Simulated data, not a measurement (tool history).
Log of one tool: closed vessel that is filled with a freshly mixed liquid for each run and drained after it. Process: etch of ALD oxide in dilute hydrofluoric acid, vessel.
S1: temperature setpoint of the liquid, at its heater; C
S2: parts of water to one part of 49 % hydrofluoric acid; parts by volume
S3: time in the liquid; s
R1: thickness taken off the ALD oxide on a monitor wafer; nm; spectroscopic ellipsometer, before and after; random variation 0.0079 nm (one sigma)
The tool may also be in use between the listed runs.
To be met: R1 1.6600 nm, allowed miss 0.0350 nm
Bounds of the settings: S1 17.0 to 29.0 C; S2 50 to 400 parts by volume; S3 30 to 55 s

run,hour,S1,S2,S3,R1
1,0.0,21.0,225,55,2.6140
2,5.4,21.0,195,55,3.0928
3,6.7,21.0,220,55,2.6614
4,9.9,21.0,290,55,1.9081
5,12.4,21.0,290,30,1.0389
6,19.5,23.5,280,30,1.1772
7,28.0,21.5,275,30,1.1221
8,36.8,25.5,250,30,1.4644
9,43.1,23.5,250,30,1.3652
10,50.0,21.5,245,30,1.2885
11,58.5,23.5,240,30,1.4557
12,60.6,22.5,235,30,1.4332
13,64.3,22.5,225,30,1.5005
14,66.2,22.5,220,30,1.5341
15,70.6,22.5,215,30,1.5911

Which of these 4 next moves meets every target?
A,75.0,21.0,205,30,?
B,75.0,23.5,270,40,?
C,75.0,22.0,225,35,?
D,75.0,18.5,200,35,?

move,R1
A,1.5752
B,1.6391
C,1.7042
D,1.7185
A: further off than the last run
B: meets every target
C: takes the result that was furthest off past its target
D: takes the result that was furthest off past its target
Move B is the one to make.

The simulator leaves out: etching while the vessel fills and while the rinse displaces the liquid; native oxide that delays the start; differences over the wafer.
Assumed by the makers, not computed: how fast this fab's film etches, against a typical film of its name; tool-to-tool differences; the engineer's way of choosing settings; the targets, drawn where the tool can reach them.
